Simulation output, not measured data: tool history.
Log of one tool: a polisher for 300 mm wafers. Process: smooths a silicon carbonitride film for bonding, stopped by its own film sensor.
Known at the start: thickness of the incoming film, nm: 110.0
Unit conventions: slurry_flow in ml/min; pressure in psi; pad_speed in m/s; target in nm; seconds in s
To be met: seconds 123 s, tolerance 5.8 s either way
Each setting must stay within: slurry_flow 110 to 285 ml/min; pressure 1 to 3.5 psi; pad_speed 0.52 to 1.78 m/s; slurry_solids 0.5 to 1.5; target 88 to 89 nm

| run | day | slurry_flow | pressure | pad_speed | slurry_solids | target | seconds |
|---|---|---|---|---|---|---|---|
| 1 | 0 | 180 | 2.2 | 1.14 | 1 | 89 | 72.297 |
| 2 | 0.221 | 180 | 2 | 1.14 | 1 | 89 | 82.607 |
| 3 | 0.504 | 180 | 1.9 | 1.14 | 1 | 89 | 84.232 |
| 4 | 0.871 | 180 | 1.9 | 1.3 | 1 | 89 | 76.958 |
| 5 | 1.242 | 180 | 1.9 | 1.04 | 1 | 89 | 88.417 |
| 6 | 1.579 | 180 | 1.8 | 1.04 | 1 | 89 | 98.148 |
| 7 | 1.692 | 180 | 1.7 | 1.04 | 1 | 89 | 101.63 |
| 8 | 1.738 | 180 | 1.7 | 1.04 | 1 | 89 | 105.28 |
| 9 | 1.917 | 180 | 1.6 | 1.04 | 1 | 89 | 105.14 |

Which of these 4 next moves meets every target?
| A | 2.096 | 170 | 2 | 0.94 | 1.05 | 89 | ? |
| B | 2.096 | 195 | 1.7 | 0.96 | 0.85 | 88 | ? |
| C | 2.096 | 200 | 2.1 | 1.1 | 0.9 | 89 | ? |
| D | 2.096 | 165 | 1.9 | 1.06 | 0.75 | 89 | ? |

| move | seconds |
|---|---|
| A | 93.613 |
| B | 123.9 |
| C | 83.623 |
| D | 107.49 |
A: misses by more than the last run did
B: every result lands within tolerance
C: misses by more than the last run did
D: moves toward the targets from the last run without getting all of them in spec
The right move is B.

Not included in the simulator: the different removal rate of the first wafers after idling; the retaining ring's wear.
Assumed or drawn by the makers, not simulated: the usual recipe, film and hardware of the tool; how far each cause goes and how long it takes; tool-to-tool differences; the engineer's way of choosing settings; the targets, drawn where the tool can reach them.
